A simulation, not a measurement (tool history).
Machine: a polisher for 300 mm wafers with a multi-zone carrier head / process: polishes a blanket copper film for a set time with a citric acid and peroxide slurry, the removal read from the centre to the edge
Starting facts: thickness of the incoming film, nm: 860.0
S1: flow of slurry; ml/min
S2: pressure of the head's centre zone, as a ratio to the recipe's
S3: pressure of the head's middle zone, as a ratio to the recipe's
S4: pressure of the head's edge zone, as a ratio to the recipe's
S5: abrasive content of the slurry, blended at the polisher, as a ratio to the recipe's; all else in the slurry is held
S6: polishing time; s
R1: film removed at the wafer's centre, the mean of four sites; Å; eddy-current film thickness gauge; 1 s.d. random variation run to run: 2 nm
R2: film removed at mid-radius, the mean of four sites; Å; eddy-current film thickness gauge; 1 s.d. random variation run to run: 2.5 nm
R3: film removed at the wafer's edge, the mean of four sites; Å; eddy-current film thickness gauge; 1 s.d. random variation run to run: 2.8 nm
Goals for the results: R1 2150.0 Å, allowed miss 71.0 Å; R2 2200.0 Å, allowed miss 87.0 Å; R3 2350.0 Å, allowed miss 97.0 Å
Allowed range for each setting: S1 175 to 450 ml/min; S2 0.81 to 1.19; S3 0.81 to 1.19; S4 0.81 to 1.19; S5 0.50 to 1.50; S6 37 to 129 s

run    day   S1    S2    S3    S4    S5  S6      R1      R2      R3
  1  0.000  290  1.00  1.00  1.00  1.00  83  1736.5  1661.5  1685.9
  2  0.292  290  1.00  1.00  1.00  1.00  70  1446.3  1397.2  1431.8
  3  0.533  290  0.99  1.01  1.03  1.10  75  1582.1  1572.5  1543.2
  4  0.683  285  0.96  0.98  1.04  1.15  81  1680.7  1680.7  1735.1
  5  0.938  285  0.95  0.97  1.05  1.20  84  1749.7  1719.6  1839.4
  6  1.167  285  0.94  0.97  1.06  1.25  86  1815.4  1736.7  1883.0
  7  1.442  285  0.92  0.98  1.07  1.30  89  1826.8  1873.3  2016.1
  8  1.762  285  0.93  0.99  1.08  1.35  90  1877.6  1918.8  2043.1
  9  1.971  290  0.93  0.99  1.09  1.40  91  1959.3  1944.2  2088.1
 10  2.188  290  0.93  1.00  1.10  1.40  92  1980.3  2007.2  2098.0
 11  2.362  290  0.93  1.00  1.10  1.40  93  2010.0  2067.5  2121.3
 12  2.479  295  0.93  1.00  1.11  1.40  94  2001.5  2104.9  2165.6
 13  2.712  300  0.93  0.99  1.12  1.40  95  2046.0  2065.8  2140.2
 14  2.817  290  0.93  0.99  1.11  1.40  96  2067.5  2129.8  2217.7
 15  2.992  290  0.93  0.99  1.11  1.40  97  2100.4  2121.4  2240.5

Pick the move, out of 5, that brings all results within their allowed miss; only one does.
  A  3.167  325  0.86  0.87  1.03  1.50  101   ?   ?   ?
  B  3.167  240  0.86  0.83  0.98  1.20  114   ?   ?   ?
  C  3.167  255  0.84  0.99  1.04  1.40  103   ?   ?   ?
  D  3.167  295  0.89  0.96  1.07  1.45  102   ?   ?   ?
  E  3.167  330  0.99  0.94  1.09  1.40   91   ?   ?   ?

move      R1      R2      R3
   A  2093.7  2032.5  2328.3
   B  2143.3  2009.8  2376.1
   C  1994.6  2206.7  2288.0
   D  2138.7  2185.9  2339.9
   E  2106.5  1919.5  2100.4
A: puts the biggest miss on target and leaves a different result outside tolerance
B: puts the biggest miss on target and leaves a different result outside tolerance
C: puts the biggest miss on target and leaves a different result outside tolerance
D: every result within its allowed miss
E: its largest miss is bigger than the last run's
The right move is D.

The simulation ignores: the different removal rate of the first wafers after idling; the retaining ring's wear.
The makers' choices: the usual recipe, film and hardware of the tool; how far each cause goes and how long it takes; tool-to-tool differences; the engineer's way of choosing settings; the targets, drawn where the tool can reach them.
